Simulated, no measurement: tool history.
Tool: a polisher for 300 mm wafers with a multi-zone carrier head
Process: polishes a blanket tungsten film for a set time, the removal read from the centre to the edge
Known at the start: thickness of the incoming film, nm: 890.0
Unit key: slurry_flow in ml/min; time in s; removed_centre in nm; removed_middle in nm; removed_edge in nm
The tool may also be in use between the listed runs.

run 1 hour=0.0 | slurry_flow=170 centre_zone=1.00 middle_zone=1.00 edge_zone=1.00 slurry_solids=1.00 time=48 | removed_centre=228.11 removed_middle=229.52 removed_edge=236.21
run 2 hour=2.5 | slurry_flow=170 centre_zone=1.00 middle_zone=1.00 edge_zone=1.00 slurry_solids=1.00 time=56 | removed_centre=263.86 removed_middle=269.83 removed_edge=276.31
run 3 hour=9.4 | slurry_flow=160 centre_zone=0.98 middle_zone=0.97 edge_zone=0.96 slurry_solids=0.85 time=52 | removed_centre=227.77 removed_middle=232.76 removed_edge=239.94
run 4 hour=18.2 | slurry_flow=155 centre_zone=0.97 middle_zone=0.94 edge_zone=0.93 slurry_solids=0.75 time=49 | removed_centre=203.81 removed_middle=207.06 removed_edge=214.61
run 5 hour=23.9 | slurry_flow=150 centre_zone=0.96 middle_zone=0.91 edge_zone=0.91 slurry_solids=0.70 time=47 | removed_centre=193.27 removed_middle=188.36 removed_edge=203.60
-- hour=32.5 slurry nozzle cleaned
run 6 hour=32.5 | slurry_flow=150 centre_zone=0.96 middle_zone=0.95 edge_zone=0.91 slurry_solids=0.70 time=47 | removed_centre=214.78 removed_middle=215.97 removed_edge=214.78
run 7 hour=38.3 | slurry_flow=150 centre_zone=0.94 middle_zone=0.92 edge_zone=0.89 slurry_solids=0.65 time=44 | removed_centre=193.37 removed_middle=196.26 removed_edge=194.33
run 8 hour=45.8 | slurry_flow=150 centre_zone=0.93 middle_zone=0.89 edge_zone=0.89 slurry_solids=0.65 time=42 | removed_centre=183.73 removed_middle=180.48 removed_edge=188.98
run 9 hour=50.0 | slurry_flow=145 centre_zone=0.92 middle_zone=0.88 edge_zone=0.89 slurry_solids=0.60 time=40 | removed_centre=172.05 removed_middle=167.52 removed_edge=177.64
run 10 hour=58.8 | slurry_flow=140 centre_zone=0.91 middle_zone=0.87 edge_zone=0.89 slurry_solids=0.55 time=39 | removed_centre=160.19 removed_middle=157.23 removed_edge=169.76

Forecast run 11:
run 11 hour=63.8 | slurry_flow=135 centre_zone=0.91 middle_zone=0.87 edge_zone=0.89 slurry_solids=0.55 time=39 | removed_centre=? removed_middle=? removed_edge=?

{"run 11": {"removed_centre": 158.77, "removed_middle": 159.03, "removed_edge": 166.89}}
